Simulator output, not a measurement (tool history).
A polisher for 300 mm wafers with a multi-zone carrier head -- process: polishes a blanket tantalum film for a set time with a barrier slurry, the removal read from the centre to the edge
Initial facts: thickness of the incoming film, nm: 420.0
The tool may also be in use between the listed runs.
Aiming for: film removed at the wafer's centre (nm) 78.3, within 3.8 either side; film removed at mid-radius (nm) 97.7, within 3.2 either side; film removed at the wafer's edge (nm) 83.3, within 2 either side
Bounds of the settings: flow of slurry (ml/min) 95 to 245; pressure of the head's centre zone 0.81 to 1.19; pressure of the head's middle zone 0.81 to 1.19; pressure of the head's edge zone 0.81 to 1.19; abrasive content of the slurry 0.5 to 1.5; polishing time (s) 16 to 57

| run | hour | flow of slurry (ml/min) | pressure of the head's centre zone | pressure of the head's middle zone | pressure of the head's edge zone | abrasive content of the slurry | polishing time (s) | film removed at the wafer's centre (nm) | film removed at mid-radius (nm) | film removed at the wafer's edge (nm) |
|---|---|---|---|---|---|---|---|---|---|---|
| 1 | 0 | 155 | 1 | 1 | 1 | 1 | 36 | 63.688 | 66.082 | 66.224 |
| 2 | 1.2 | 155 | 1 | 1.06 | 1 | 1 | 36 | 63.042 | 68.732 | 65.14 |
| 3 | 5.8 | 155 | 1 | 1.12 | 1 | 1 | 36 | 63.626 | 72.297 | 65.339 |
| 4 | 14.3 | 155 | 1.05 | 1.12 | 1 | 1 | 36 | 65.966 | 71.44 | 65.899 |
| 5 | 21.8 | 170 | 1.03 | 1.14 | 1.02 | 1.15 | 36 | 69.012 | 76.928 | 69.744 |
| 6 | 24.7 | 185 | 1.03 | 1.14 | 1.02 | 1.15 | 36 | 67.931 | 79.064 | 70.584 |
| 7 | 25.8 | 195 | 1.03 | 1.15 | 1.03 | 1.25 | 36 | 70.661 | 80.223 | 72.059 |
| 8 | 34.2 | 205 | 1.01 | 1.16 | 1.03 | 1.3 | 37 | 72.432 | 82.749 | 75.648 |
| 9 | 36.6 | 215 | 0.99 | 1.17 | 0.99 | 1.3 | 39 | 77.238 | 89.052 | 77.577 |
| 10 | 43.7 | 220 | 0.96 | 1.18 | 0.98 | 1.35 | 40 | 77.383 | 96.343 | 80.412 |
| 11 | 47 | 220 | 0.96 | 1.18 | 0.99 | 1.35 | 40 | 77.737 | 94.086 | 80.993 |

Of the 5 settings listed for the next run, only one would bring every result within its allowed miss of target. Which one?
| A | 50.3 | 205 | 0.92 | 1.08 | 1 | 1.5 | 41 | ? | ? | ? |
| B | 50.3 | 210 | 1.01 | 1.19 | 1.01 | 1.5 | 37 | ? | ? | ? |
| C | 50.3 | 195 | 0.95 | 1.19 | 0.92 | 1.45 | 40 | ? | ? | ? |
| D | 50.3 | 235 | 0.96 | 1.16 | 1 | 1.35 | 39 | ? | ? | ? |
| E | 50.3 | 240 | 0.95 | 1.19 | 1.02 | 1.4 | 40 | ? | ? | ? |

| move | film removed at the wafer's centre (nm) | film removed at mid-radius (nm) | film removed at the wafer's edge (nm) |
|---|---|---|---|
| A | 75.888 | 91.482 | 85.518 |
| B | 73.802 | 89.95 | 77.589 |
| C | 74.861 | 95.742 | 79.155 |
| D | 74.056 | 91.686 | 80.222 |
| E | 76.203 | 97.174 | 83.888 |
A: takes the result that was furthest off past its target
B: its largest miss is bigger than the last run's
C: its largest miss is bigger than the last run's
D: its largest miss is bigger than the last run's
E: all results land within tolerance of their targets
Move E is the one to make.
